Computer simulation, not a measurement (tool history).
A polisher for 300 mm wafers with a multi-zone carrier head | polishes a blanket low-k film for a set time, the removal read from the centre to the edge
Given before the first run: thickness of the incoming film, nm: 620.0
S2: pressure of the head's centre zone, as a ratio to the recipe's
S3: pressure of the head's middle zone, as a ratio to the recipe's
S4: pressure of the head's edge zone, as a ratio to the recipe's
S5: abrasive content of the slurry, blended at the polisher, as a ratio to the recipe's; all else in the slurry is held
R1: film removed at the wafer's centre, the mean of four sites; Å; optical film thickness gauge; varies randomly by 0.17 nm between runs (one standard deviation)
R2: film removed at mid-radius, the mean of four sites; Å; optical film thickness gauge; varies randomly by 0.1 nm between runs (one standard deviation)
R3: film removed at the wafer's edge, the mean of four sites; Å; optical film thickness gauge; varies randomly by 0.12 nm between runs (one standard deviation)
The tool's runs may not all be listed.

run 1 hour=0.0 | flow_of_slurry_(ml/min)=235 S2=1.00 S3=1.00 S4=1.00 S5=1.00 polishing_time_(s)=43 | R1=161.15 R2=157.07 R3=163.19
run 2 hour=3.0 | flow_of_slurry_(ml/min)=235 S2=1.00 S3=1.00 S4=1.00 S5=1.00 polishing_time_(s)=49 | R1=188.14 R2=179.56 R3=183.95
run 3 hour=4.1 | flow_of_slurry_(ml/min)=235 S2=0.93 S3=1.00 S4=1.00 S5=1.00 polishing_time_(s)=49 | R1=170.14 R2=178.45 R3=186.40
run 4 hour=12.4 | flow_of_slurry_(ml/min)=235 S2=0.93 S3=1.08 S4=1.00 S5=1.00 polishing_time_(s)=49 | R1=174.14 R2=187.40 R3=184.30
run 5 hour=17.2 | flow_of_slurry_(ml/min)=235 S2=0.93 S3=1.02 S4=1.00 S5=1.00 polishing_time_(s)=49 | R1=173.20 R2=181.25 R3=184.78
run 6 hour=23.3 | flow_of_slurry_(ml/min)=285 S2=0.93 S3=1.02 S4=1.00 S5=1.00 polishing_time_(s)=49 | R1=172.28 R2=183.83 R3=185.23
run 7 hour=24.1 | flow_of_slurry_(ml/min)=285 S2=0.93 S3=1.02 S4=1.00 S5=1.00 polishing_time_(s)=49 | R1=178.32 R2=186.80 R3=185.27

What will run 8 give?
run 8 hour=26.7 | flow_of_slurry_(ml/min)=275 S2=0.93 S3=0.98 S4=0.99 S5=0.95 polishing_time_(s)=49 | R1=? R2=? R3=?

{"run 8": {"R1": 172.77, "R2": 173.95, "R3": 180.91}}
